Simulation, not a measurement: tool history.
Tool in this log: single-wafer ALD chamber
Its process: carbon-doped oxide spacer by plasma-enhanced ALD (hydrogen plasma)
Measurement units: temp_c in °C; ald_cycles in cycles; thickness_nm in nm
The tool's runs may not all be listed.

run,hour,temp_c,ald_cycles,thickness_nm
1,0,395,605,26.926
2,6.5,395,523,23.402
3,15.3,385,523,23.213
4,23.2,385,588,26.234
5,30.6,379,588,26.327
6,37.2,379,519,23.102
7,40.9,379,581,25.893
8,45.7,379,622,27.767

Run 9, settings as shown, results not yet in. Your forecast:
9,55.2,379,622,?

{"run 9": {"thickness_nm": 27.934}}
